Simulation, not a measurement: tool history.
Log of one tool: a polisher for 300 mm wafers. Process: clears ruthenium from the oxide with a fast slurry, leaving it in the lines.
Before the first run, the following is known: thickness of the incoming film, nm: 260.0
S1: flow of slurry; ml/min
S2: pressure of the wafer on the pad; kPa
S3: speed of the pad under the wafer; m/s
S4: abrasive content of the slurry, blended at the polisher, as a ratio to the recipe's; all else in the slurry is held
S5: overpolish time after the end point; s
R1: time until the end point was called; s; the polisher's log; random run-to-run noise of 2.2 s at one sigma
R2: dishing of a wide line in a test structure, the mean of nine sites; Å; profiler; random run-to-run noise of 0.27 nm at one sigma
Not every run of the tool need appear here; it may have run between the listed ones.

run  hour   S1    S2    S3   S4  S5      R1      R2
  1     0  255  12.4  1.08    1  11  102.75  136.74
  2   5.1  255  12.4  1.08  0.9  11  110.31  141.62
  3   8.4  255  12.4  1.08  0.8  11  114.54   132.3
  4  11.5  255  11.7  1.08  0.8  12  125.11  131.95
  5  13.6  255  13.1  1.08  0.8  12  111.17   143.8
  6  15.2  255  13.1  1.22  0.8  12  97.572   147.5

Forecast run 7:
  7  19.7  255  12.4  1.2  0.8  13   ?   ?

Run 7 gave R1 104.47 s, R2 149.52 Å.
